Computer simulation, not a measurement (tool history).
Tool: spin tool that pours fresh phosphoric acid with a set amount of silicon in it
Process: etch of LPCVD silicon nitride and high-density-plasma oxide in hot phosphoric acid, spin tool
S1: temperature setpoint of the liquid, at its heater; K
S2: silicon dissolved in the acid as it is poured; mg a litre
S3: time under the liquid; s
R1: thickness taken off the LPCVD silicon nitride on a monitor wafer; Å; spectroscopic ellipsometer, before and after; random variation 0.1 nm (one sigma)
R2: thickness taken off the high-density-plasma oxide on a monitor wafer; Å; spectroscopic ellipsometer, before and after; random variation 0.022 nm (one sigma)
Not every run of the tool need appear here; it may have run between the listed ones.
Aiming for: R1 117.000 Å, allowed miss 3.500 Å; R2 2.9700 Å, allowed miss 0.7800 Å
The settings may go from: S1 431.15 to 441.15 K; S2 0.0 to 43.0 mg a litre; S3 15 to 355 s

{"run": 1, "hour": 0.0, "S1": 436.15, "S2": 19.0, "S3": 180, "R1": 184.86, "R2": 4.196}
{"run": 2, "hour": 5.3, "S1": 435.15, "S2": 17.0, "S3": 165, "R1": 164.36, "R2": 4.0287}
{"run": 3, "hour": 10.8, "S1": 434.65, "S2": 16.5, "S3": 155, "R1": 149.52, "R2": 3.5005}
{"run": 4, "hour": 12.8, "S1": 434.15, "S2": 15.0, "S3": 150, "R1": 145.66, "R2": 3.2831}
{"run": 5, "hour": 15.0, "S1": 433.65, "S2": 13.0, "S3": 145, "R1": 134.42, "R2": 3.2866}
{"run": 6, "hour": 19.6, "S1": 433.65, "S2": 13.0, "S3": 110, "R1": 104.49, "R2": 2.5078}
{"run": 7, "hour": 23.4, "S1": 433.65, "S2": 13.0, "S3": 110, "R1": 103.26, "R2": 2.5311}
{"run": 8, "hour": 27.1, "S1": 434.15, "S2": 14.0, "S3": 110, "R1": 105.93, "R2": 2.4097}

Next run, 4 choices. One meets every target within its allowed miss, the rest don't. Which?
{"run": "A", "hour": 30.8, "S1": 434.65, "S2": 11.5, "S3": 120, "R1": "?", "R2": "?"}
{"run": "B", "hour": 30.8, "S1": 431.15, "S2": 11.0, "S3": 125, "R1": "?", "R2": "?"}
{"run": "C", "hour": 30.8, "S1": 435.15, "S2": 31.5, "S3": 125, "R1": "?", "R2": "?"}
{"run": "D", "hour": 30.8, "S1": 433.65, "S2": 11.0, "S3": 100, "R1": "?", "R2": "?"}

move=A R1=119.230 R2=2.6796
move=B R1=110.410 R2=2.1777
move=C R1=126.280 R2=1.5644
move=D R1=96.089 R2=2.0980
A: every result within its allowed miss
B: gains on the last run, yet a result remains outside its allowed miss
C: takes the biggest miss from the last run beyond its target
D: the biggest miss grows against the last run
Move A is the one to make.
